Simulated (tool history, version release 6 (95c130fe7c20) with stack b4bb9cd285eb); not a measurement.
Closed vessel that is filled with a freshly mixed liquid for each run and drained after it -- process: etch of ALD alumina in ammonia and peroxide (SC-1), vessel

run,hour,temperature setpoint of the liquid (°C),parts of 29 % ammonia solution to one part of 30 % peroxide (parts by volume),time in the liquid (s),thickness taken off the ALD alumina on a monitor wafer (angstrom)
1,0.0,59.0,0.90,45,42.592
2,8.4,57.5,0.90,45,39.699
3,16.2,64.0,0.90,45,55.901
4,19.7,64.0,0.90,35,43.676
5,27.7,60.5,0.90,35,36.136
6,36.6,60.5,1.05,35,37.001
7,42.8,59.5,1.05,35,35.007
8,44.7,59.5,1.05,35,35.138

Forecast run 9:
9,53.3,58.5,1.05,35,?

{"run 9": {"thickness taken off the ALD alumina on a monitor wafer (angstrom)": 33.193}}
